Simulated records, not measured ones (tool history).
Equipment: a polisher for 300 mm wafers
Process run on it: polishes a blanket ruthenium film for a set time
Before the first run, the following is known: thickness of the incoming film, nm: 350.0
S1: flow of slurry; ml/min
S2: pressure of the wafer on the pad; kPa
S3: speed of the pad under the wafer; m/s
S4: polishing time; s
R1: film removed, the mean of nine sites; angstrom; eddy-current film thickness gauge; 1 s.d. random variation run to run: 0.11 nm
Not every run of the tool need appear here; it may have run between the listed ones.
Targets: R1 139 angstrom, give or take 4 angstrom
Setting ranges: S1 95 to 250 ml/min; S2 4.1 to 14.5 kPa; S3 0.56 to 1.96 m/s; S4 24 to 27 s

run	hour	S1	S2	S3	S4	R1
1	0	160	9	1.26	27	222.09
2	2.1	155	7.6	1.26	27	191.69
3	4.2	150	6.9	1.26	27	172.7
4	12.7	150	6.9	1.56	27	210.92
5	16.8	120	6.9	1.56	27	210.25
6	18.2	120	6.9	1.56	24	184.02
7	26.9	115	6.2	1.56	24	164.04
8	31.3	110	6.2	1.56	24	167.49
9	34.3	110	5.5	1.56	24	147.79
10	37.4	105	5.5	1.56	24	147.16
11	44.8	100	5.5	1.56	24	145.6
12	49	95	5.5	1.56	24	147.25
13	51.1	95	5.5	1.56	24	147.58
14	54.3	95	4.8	1.56	24	128.2
15	63	105	4.8	1.56	24	129.74

5 next moves are on the table. One of them brings every result within its allowed miss. Which?
A	71.7	120	5.5	1.34	26	?
B	71.7	115	4.8	1.36	25	?
C	71.7	95	4.8	1.46	24	?
D	71.7	110	4.8	1.78	24	?
E	71.7	120	4.1	1.56	25	?

move	R1
A	140.93
B	120.6
C	121.72
D	149.87
E	119.73
A: all results in spec
B: misses by more than the last run did
C: misses by more than the last run did
D: carries the result that was furthest off beyond its target, to the other side
E: misses by more than the last run did
A is the move that brings every result within its allowed miss.
